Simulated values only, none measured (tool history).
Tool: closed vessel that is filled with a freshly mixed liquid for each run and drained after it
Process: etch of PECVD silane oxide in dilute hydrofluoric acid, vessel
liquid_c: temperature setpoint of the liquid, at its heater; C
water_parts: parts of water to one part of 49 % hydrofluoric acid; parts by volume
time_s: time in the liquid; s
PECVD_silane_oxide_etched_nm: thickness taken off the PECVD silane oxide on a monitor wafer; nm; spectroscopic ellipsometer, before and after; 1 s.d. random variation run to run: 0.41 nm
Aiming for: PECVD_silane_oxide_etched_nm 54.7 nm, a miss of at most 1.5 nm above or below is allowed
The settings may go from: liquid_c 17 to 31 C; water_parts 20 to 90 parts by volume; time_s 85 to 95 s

run 1 day=0 | liquid_c=23 water_parts=50 time_s=85 | PECVD_silane_oxide_etched_nm=47.992
run 2 day=0.133 | liquid_c=23 water_parts=60 time_s=85 | PECVD_silane_oxide_etched_nm=39.187
run 3 day=0.321 | liquid_c=25 water_parts=60 time_s=85 | PECVD_silane_oxide_etched_nm=43.301
run 4 day=0.396 | liquid_c=25 water_parts=75 time_s=85 | PECVD_silane_oxide_etched_nm=33.717
run 5 day=0.762 | liquid_c=26.5 water_parts=70 time_s=85 | PECVD_silane_oxide_etched_nm=39.192
run 6 day=0.875 | liquid_c=27.5 water_parts=70 time_s=85 | PECVD_silane_oxide_etched_nm=40.493
run 7 day=1.238 | liquid_c=28.5 water_parts=70 time_s=85 | PECVD_silane_oxide_etched_nm=41.67
run 8 day=1.546 | liquid_c=28.5 water_parts=70 time_s=85 | PECVD_silane_oxide_etched_nm=42.048
run 9 day=1.788 | liquid_c=29 water_parts=65 time_s=85 | PECVD_silane_oxide_etched_nm=46.242
run 10 day=2.033 | liquid_c=29.5 water_parts=65 time_s=85 | PECVD_silane_oxide_etched_nm=46.37

Next run, 5 choices. One meets every target within its allowed miss, the rest don't. Which?
run A day=2.279 | liquid_c=28 water_parts=60 time_s=95 | PECVD_silane_oxide_etched_nm=?
run B day=2.279 | liquid_c=27.5 water_parts=65 time_s=95 | PECVD_silane_oxide_etched_nm=?
run C day=2.279 | liquid_c=25.5 water_parts=65 time_s=90 | PECVD_silane_oxide_etched_nm=?
run D day=2.279 | liquid_c=31 water_parts=55 time_s=85 | PECVD_silane_oxide_etched_nm=?
run E day=2.279 | liquid_c=31 water_parts=60 time_s=90 | PECVD_silane_oxide_etched_nm=?

move=A PECVD_silane_oxide_etched_nm=54.329
move=B PECVD_silane_oxide_etched_nm=48.819
move=C PECVD_silane_oxide_etched_nm=42.708
move=D PECVD_silane_oxide_etched_nm=60.082
move=E PECVD_silane_oxide_etched_nm=57.863
A: all results in spec
B: gains on the last run, yet a result remains outside its allowed miss
C: moves away from the targets compared with the last run
D: carries the result that was furthest off beyond its target, to the other side
E: carries the result that was furthest off beyond its target, to the other side
Answer: A
